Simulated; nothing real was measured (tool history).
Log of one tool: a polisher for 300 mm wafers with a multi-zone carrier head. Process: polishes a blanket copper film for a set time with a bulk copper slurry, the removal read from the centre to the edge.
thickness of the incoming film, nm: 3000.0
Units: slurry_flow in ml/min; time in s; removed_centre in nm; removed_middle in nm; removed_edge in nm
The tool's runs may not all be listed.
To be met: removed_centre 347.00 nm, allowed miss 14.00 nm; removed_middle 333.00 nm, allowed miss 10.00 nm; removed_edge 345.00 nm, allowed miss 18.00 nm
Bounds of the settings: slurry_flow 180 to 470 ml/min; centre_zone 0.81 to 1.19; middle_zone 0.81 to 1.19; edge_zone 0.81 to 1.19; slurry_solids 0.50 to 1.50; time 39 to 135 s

run  hour  slurry_flow  centre_zone  middle_zone  edge_zone  slurry_solids  time  removed_centre  removed_middle  removed_edge
  1   0.0          300         1.00         1.00       1.00           1.00    87          608.89          598.86        619.97
  2   6.1          300         0.91         1.00       1.00           1.00    87          572.34          592.61        619.81
  3  14.1          300         0.91         0.99       0.98           0.90    81          516.56          554.05        543.51
  4  17.1          295         0.92         0.96       0.99           0.85    76          488.13          488.12        507.87
  5  24.4          295         0.92         0.96       1.06           0.85    76          488.56          493.15        536.07
  6  28.4          295         0.92         0.89       1.06           0.85    76          487.84          455.54        522.35
  7  34.3          295         0.91         0.88       1.04           0.80    73          454.96          442.15        482.10
  8  41.0          270         0.94         0.81       1.01           0.55    52          318.62          277.08        325.08
  9  43.2          285         0.94         0.83       1.01           0.55    52          314.35          280.63        332.15
 10  51.5          280         0.95         0.85       1.00           0.60    52          315.82          292.47        321.55
 11  58.1          285         0.96         0.86       1.01           0.60    52          322.44          295.48        334.80
 12  65.9          285         0.96         0.86       1.01           0.60    52          314.39          290.21        332.83

Which of these 5 next moves meets every target?
  A  73.7          300         1.00         0.81       1.11           0.60    46               ?               ?             ?
  B  73.7          205         0.89         0.96       0.88           0.75    55               ?               ?             ?
  C  73.7          240         1.01         0.84       0.99           0.75    55               ?               ?             ?
  D  73.7          250         0.94         0.91       0.92           0.60    57               ?               ?             ?
  E  73.7          340         1.05         0.81       1.19           0.50    48               ?               ?             ?

move  removed_centre  removed_middle  removed_edge
   A          296.57          248.54        315.18
   B          320.49          333.81        338.35
   C          361.71          309.08        362.96
   D          342.99          328.36        351.27
   E          316.90          254.90        334.34
A: further off than the last run
B: brings the result that was furthest off to its target, and leaves another outside
C: nearer than the last run, and not there yet
D: meets every target
E: further off than the last run
Move D is the one to make.

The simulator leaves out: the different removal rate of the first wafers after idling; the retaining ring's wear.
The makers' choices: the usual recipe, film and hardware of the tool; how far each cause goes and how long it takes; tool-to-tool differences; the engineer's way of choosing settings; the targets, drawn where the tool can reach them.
